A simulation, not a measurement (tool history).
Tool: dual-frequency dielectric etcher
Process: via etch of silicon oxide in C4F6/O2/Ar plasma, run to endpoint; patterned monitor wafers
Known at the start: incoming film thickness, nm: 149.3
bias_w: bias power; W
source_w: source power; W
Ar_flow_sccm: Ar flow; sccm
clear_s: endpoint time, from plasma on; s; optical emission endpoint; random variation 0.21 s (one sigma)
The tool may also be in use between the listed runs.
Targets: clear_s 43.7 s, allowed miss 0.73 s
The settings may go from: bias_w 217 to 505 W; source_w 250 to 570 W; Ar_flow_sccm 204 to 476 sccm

run	hour	bias_w	source_w	Ar_flow_sccm	clear_s
1	0	361	410	340	39.367
2	4.2	331	400	341	40.775
3	10.1	395	400	341	38.749
4	17.3	355	390	342	40.24
5	23.5	355	320	342	42.574
6	29.9	355	370	342	40.933
7	33.2	334	360	343	42.669
8	37.3	328	360	343	42.455

Which of these 4 next moves meets every target?
A	41.4	306	360	344	?
B	41.4	323	370	344	?
C	41.4	332	400	357	?
D	41.4	356	280	381	?

move	clear_s
A	43.734
B	42.561
C	41.352
D	44.812
A: meets every target
B: nearer than the last run, and not there yet
C: further off than the last run
D: takes the result that was furthest off past its target
Move A is the one to make.
